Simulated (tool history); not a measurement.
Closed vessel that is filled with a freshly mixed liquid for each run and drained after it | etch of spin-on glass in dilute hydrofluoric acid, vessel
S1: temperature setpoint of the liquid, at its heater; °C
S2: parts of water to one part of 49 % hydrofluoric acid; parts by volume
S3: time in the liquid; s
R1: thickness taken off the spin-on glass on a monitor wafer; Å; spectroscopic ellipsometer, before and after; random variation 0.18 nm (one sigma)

{"run": 1, "hour": 0.0, "S1": 23.0, "S2": 90, "S3": 40, "R1": 159.8}
{"run": 2, "hour": 7.3, "S1": 23.5, "S2": 90, "S3": 40, "R1": 162.39}
{"run": 3, "hour": 12.0, "S1": 24.0, "S2": 90, "S3": 40, "R1": 167.95}
{"run": 4, "hour": 14.5, "S1": 24.0, "S2": 90, "S3": 30, "R1": 125.89}
{"run": 5, "hour": 18.5, "S1": 20.5, "S2": 90, "S3": 30, "R1": 108.3}
{"run": 6, "hour": 24.0, "S1": 21.5, "S2": 90, "S3": 30, "R1": 113.65}
{"run": 7, "hour": 30.3, "S1": 22.5, "S2": 90, "S3": 30, "R1": 118.51}
{"run": 8, "hour": 39.0, "S1": 26.5, "S2": 75, "S3": 30, "R1": 170.67}

Run 9 comes next. What will it give?
{"run": 9, "hour": 45.1, "S1": 27.5, "S2": 75, "S3": 30, "R1": "?"}

Run 9 gave R1 173.42 Å.
